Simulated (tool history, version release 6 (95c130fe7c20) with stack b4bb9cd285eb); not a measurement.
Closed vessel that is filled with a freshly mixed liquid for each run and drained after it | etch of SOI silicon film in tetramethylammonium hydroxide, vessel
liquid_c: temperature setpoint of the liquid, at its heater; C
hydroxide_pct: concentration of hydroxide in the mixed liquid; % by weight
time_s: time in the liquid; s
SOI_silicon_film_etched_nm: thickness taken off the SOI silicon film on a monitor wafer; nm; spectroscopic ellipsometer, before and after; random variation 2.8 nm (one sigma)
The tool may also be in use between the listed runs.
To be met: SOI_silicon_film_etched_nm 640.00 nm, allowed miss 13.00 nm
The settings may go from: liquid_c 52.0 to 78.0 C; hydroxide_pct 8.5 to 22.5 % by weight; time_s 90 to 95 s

Run 1, hour 0.0: liquid_c 65.0 C, hydroxide_pct 15.5 % by weight, time_s 90 s. Result: SOI_silicon_film_etched_nm 407.55 nm.
Run 2, hour 6.6: liquid_c 65.0 C, hydroxide_pct 17.0 % by weight, time_s 90 s. Result: SOI_silicon_film_etched_nm 394.85 nm.
Run 3, hour 9.8: liquid_c 66.0 C, hydroxide_pct 17.0 % by weight, time_s 90 s. Result: SOI_silicon_film_etched_nm 422.17 nm.
Run 4, hour 17.9: liquid_c 66.0 C, hydroxide_pct 19.0 % by weight, time_s 90 s. Result: SOI_silicon_film_etched_nm 403.53 nm.
Run 5, hour 23.2: liquid_c 69.5 C, hydroxide_pct 19.0 % by weight, time_s 90 s. Result: SOI_silicon_film_etched_nm 490.70 nm.
Run 6, hour 28.9: liquid_c 70.0 C, hydroxide_pct 19.0 % by weight, time_s 90 s. Result: SOI_silicon_film_etched_nm 510.74 nm.
Run 7, hour 33.3: liquid_c 70.5 C, hydroxide_pct 19.0 % by weight, time_s 90 s. Result: SOI_silicon_film_etched_nm 521.74 nm.
Run 8, hour 36.4: liquid_c 71.0 C, hydroxide_pct 19.0 % by weight, time_s 90 s. Result: SOI_silicon_film_etched_nm 539.56 nm.
Run 9, hour 40.4: liquid_c 74.5 C, hydroxide_pct 19.0 % by weight, time_s 90 s. Result: SOI_silicon_film_etched_nm 662.34 nm.

4 next moves are on the table. One of them brings every result within its allowed miss. Which?
Run A, hour 44.4: liquid_c 75.0 C, hydroxide_pct 20.0 % by weight, time_s 95 s. Result: SOI_silicon_film_etched_nm ?.
Run B, hour 44.4: liquid_c 71.5 C, hydroxide_pct 16.5 % by weight, time_s 95 s. Result: SOI_silicon_film_etched_nm ?.
Run C, hour 44.4: liquid_c 74.5 C, hydroxide_pct 19.0 % by weight, time_s 95 s. Result: SOI_silicon_film_etched_nm ?.
Run D, hour 44.4: liquid_c 70.5 C, hydroxide_pct 12.0 % by weight, time_s 90 s. Result: SOI_silicon_film_etched_nm ?.

move  SOI_silicon_film_etched_nm
   A                      696.52
   B                      616.25
   C                      692.85
   D                      632.94
A: further off than the last run
B: takes the result that was furthest off past its target
C: further off than the last run
D: meets every target
Move D is the one to make.
